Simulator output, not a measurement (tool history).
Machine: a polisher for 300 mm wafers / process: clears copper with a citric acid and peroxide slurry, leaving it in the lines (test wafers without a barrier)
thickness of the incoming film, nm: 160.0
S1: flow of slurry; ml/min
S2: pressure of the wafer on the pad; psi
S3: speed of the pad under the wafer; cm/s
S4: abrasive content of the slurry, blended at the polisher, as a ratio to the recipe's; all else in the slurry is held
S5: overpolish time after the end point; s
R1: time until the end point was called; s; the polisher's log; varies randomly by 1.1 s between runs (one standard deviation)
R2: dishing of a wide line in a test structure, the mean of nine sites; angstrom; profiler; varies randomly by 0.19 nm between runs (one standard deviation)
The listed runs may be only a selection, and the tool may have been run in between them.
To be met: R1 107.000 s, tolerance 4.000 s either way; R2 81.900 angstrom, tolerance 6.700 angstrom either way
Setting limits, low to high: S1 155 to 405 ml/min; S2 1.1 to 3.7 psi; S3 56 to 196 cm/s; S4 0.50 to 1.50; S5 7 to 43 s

Run 1, hour 0.0: S1 260 ml/min, S2 2.4 psi, S3 126 cm/s, S4 1.00, S5 22 s. Result: R1 71.512 s, R2 345.370 angstrom.
Run 2, hour 2.2: S1 260 ml/min, S2 2.0 psi, S3 128 cm/s, S4 1.00, S5 17 s. Result: R1 83.919 s, R2 237.910 angstrom.
Run 3, hour 4.6: S1 260 ml/min, S2 2.0 psi, S3 144 cm/s, S4 1.00, S5 17 s. Result: R1 74.755 s, R2 271.090 angstrom.
Run 4, hour 9.3: S1 260 ml/min, S2 2.0 psi, S3 144 cm/s, S4 1.00, S5 23 s. Result: R1 73.426 s, R2 332.750 angstrom.
Run 5, hour 16.1: S1 260 ml/min, S2 2.0 psi, S3 144 cm/s, S4 1.15, S5 23 s. Result: R1 72.881 s, R2 351.370 angstrom.
Run 6, hour 22.3: S1 260 ml/min, S2 2.0 psi, S3 144 cm/s, S4 1.15, S5 28 s. Result: R1 72.446 s, R2 402.410 angstrom.
Run 7, hour 30.4: S1 290 ml/min, S2 1.7 psi, S3 142 cm/s, S4 0.95, S5 21 s. Result: R1 89.785 s, R2 268.490 angstrom.
Run 8, hour 32.1: S1 220 ml/min, S2 1.1 psi, S3 124 cm/s, S4 1.20, S5 11 s. Result: R1 145.810 s, R2 89.526 angstrom.
Run 9, hour 38.0: S1 200 ml/min, S2 1.2 psi, S3 130 cm/s, S4 1.30, S5 10 s. Result: R1 128.380 s, R2 96.311 angstrom.
Run 10, hour 46.8: S1 185 ml/min, S2 1.2 psi, S3 136 cm/s, S4 1.35, S5 9 s. Result: R1 121.690 s, R2 88.274 angstrom.
Run 11, hour 47.9: S1 175 ml/min, S2 1.2 psi, S3 138 cm/s, S4 1.40, S5 8 s. Result: R1 121.620 s, R2 78.550 angstrom.
Run 12, hour 52.2: S1 180 ml/min, S2 1.5 psi, S3 140 cm/s, S4 1.50, S5 7 s. Result: R1 95.896 s, R2 93.411 angstrom.
Run 13, hour 54.9: S1 180 ml/min, S2 1.5 psi, S3 140 cm/s, S4 1.50, S5 7 s. Result: R1 93.130 s, R2 91.774 angstrom.
Run 14, hour 58.9: S1 175 ml/min, S2 1.4 psi, S3 140 cm/s, S4 1.50, S5 7 s. Result: R1 101.250 s, R2 83.810 angstrom.
Run 15, hour 65.8: S1 170 ml/min, S2 1.4 psi, S3 140 cm/s, S4 1.50, S5 7 s. Result: R1 101.570 s, R2 88.100 angstrom.
Run 16, hour 69.5: S1 165 ml/min, S2 1.4 psi, S3 142 cm/s, S4 1.50, S5 7 s. Result: R1 100.620 s, R2 87.629 angstrom.
Run 17, hour 72.0: S1 160 ml/min, S2 1.4 psi, S3 142 cm/s, S4 1.50, S5 7 s. Result: R1 101.630 s, R2 85.509 angstrom.

4 candidate next runs follow, results not yet known. Just one meets every target within its allowed miss. Identify it.
Run A, hour 74.5: S1 165 ml/min, S2 1.6 psi, S3 134 cm/s, S4 1.50, S5 7 s. Result: R1 ?, R2 ?.
Run B, hour 74.5: S1 160 ml/min, S2 1.6 psi, S3 132 cm/s, S4 1.50, S5 7 s. Result: R1 ?, R2 ?.
Run C, hour 74.5: S1 165 ml/min, S2 1.5 psi, S3 140 cm/s, S4 1.50, S5 7 s. Result: R1 ?, R2 ?.
Run D, hour 74.5: S1 190 ml/min, S2 1.3 psi, S3 142 cm/s, S4 1.45, S5 7 s. Result: R1 ?, R2 ?.

move       R1      R2
   A   92.164  95.682
   B   93.830  94.060
   C   93.995  93.810
   D  105.560  83.786
A: further off than the last run
B: further off than the last run
C: further off than the last run
D: all results in spec
Correct choice: D, which meets every target
